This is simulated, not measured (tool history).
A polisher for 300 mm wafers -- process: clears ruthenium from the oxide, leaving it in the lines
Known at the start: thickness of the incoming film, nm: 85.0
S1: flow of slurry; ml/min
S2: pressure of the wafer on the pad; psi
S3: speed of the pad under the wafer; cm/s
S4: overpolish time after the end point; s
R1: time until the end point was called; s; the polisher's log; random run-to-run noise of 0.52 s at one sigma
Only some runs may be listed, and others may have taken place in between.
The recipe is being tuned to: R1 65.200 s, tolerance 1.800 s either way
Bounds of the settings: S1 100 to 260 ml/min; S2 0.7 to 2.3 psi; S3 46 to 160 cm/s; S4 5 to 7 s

| run | hour | S1 | S2 | S3 | S4 | R1 |
|---|---|---|---|---|---|---|
| 1 | 0.0 | 165 | 1.5 | 102 | 7 | 112.680 |
| 2 | 2.5 | 165 | 1.5 | 114 | 7 | 102.600 |
| 3 | 9.9 | 190 | 1.5 | 114 | 7 | 101.110 |
| 4 | 11.3 | 210 | 1.5 | 114 | 7 | 98.286 |
| 5 | 19.1 | 215 | 1.6 | 114 | 7 | 94.444 |
| 6 | 22.6 | 215 | 1.6 | 130 | 7 | 83.691 |
| 7 | 27.6 | 215 | 1.7 | 130 | 7 | 79.964 |
| 8 | 31.0 | 235 | 2.1 | 130 | 7 | 67.832 |

Which single option among these 4 for the next run brings every result within its allowed miss of target? Just one does.
| A | 34.4 | 220 | 2.3 | 136 | 6 | ? |
| B | 34.4 | 245 | 2.0 | 126 | 7 | ? |
| C | 34.4 | 195 | 2.2 | 134 | 7 | ? |
| D | 34.4 | 260 | 1.9 | 154 | 5 | ? |

| move | R1 |
|---|---|
| A | 61.893 |
| B | 73.244 |
| C | 65.941 |
| D | 62.136 |
A: the result that was furthest off in the last run now lies on the other side of its target
B: the biggest miss grows against the last run
C: meets every target
D: the result that was furthest off in the last run now lies on the other side of its target
C meets every target.
